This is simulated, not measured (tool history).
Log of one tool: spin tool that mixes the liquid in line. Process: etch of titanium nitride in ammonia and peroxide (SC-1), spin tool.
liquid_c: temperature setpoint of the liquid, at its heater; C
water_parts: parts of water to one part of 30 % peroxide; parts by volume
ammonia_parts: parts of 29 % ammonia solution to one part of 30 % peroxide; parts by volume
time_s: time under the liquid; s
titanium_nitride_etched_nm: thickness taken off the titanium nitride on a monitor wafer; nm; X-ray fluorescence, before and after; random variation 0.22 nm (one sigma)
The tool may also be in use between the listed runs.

| run | hour | liquid_c | water_parts | ammonia_parts | time_s | titanium_nitride_etched_nm |
|---|---|---|---|---|---|---|
| 1 | 0 | 54 | 13.5 | 0.8 | 230 | 9.2484 |
| 2 | 0.6 | 54 | 13.5 | 0.8 | 230 | 9.1437 |
| 3 | 5.4 | 56 | 13.5 | 0.8 | 230 | 10.629 |
| 4 | 6.8 | 56 | 13.5 | 0.8 | 245 | 11.109 |
| 5 | 13.3 | 58 | 13.5 | 0.8 | 245 | 12.88 |
| 6 | 17.8 | 58 | 13.5 | 0.65 | 245 | 12.103 |
| 7 | 19.1 | 59.5 | 13.5 | 0.65 | 245 | 13.635 |

Forecast run 8:
| 8 | 21.7 | 61 | 13.5 | 0.65 | 245 | ? |

Run 8 gave titanium_nitride_etched_nm 14.916 nm.
